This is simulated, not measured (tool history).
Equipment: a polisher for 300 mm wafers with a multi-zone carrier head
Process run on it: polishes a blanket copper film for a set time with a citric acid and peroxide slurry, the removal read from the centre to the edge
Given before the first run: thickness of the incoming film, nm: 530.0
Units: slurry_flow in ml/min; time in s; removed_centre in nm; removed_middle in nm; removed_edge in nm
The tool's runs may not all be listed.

run	hour	slurry_flow	centre_zone	middle_zone	edge_zone	slurry_solids	time	removed_centre	removed_middle	removed_edge
1	0.0	195	1.00	1.00	1.00	1.00	44	136.150	135.250	135.480
2	3.1	185	0.98	0.95	0.98	0.85	39	116.050	108.660	113.560
3	6.4	185	0.98	0.98	0.98	0.85	39	115.450	113.990	113.860
4	8.0	185	0.98	0.98	1.06	0.85	39	113.700	111.600	118.680
5	11.6	175	0.95	0.94	1.03	0.75	35	99.436	95.257	103.890
6	13.6	170	0.92	0.91	1.00	0.65	33	85.618	85.577	91.406

The next listed run, before its measurement:
7	21.2	160	0.92	0.88	0.99	0.60	32	?	?	?

Logged for run 7: removed_centre 82.438 nm, removed_middle 79.786 nm, removed_edge 87.491 nm.
